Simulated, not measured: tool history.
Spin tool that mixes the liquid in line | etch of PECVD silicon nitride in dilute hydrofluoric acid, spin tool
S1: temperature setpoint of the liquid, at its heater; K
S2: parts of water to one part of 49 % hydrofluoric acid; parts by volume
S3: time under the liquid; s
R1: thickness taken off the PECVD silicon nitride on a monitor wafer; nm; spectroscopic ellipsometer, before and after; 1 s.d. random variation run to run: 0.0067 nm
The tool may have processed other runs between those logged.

run    day      S1  S2  S3       R1
  1      0  297.15  65  75   1.9184
  2  0.329  296.15  65  75    1.782
  3  0.367  295.15  65  75   1.6907
  4  0.704  291.65  65  75   1.3155
  5  0.917  290.65  70  75   1.1397
  6  1.188  290.65  90  75  0.88876

Predict the results of run 7:
  7  1.371  290.65  90  75   ?

R1: 0.90194 nm
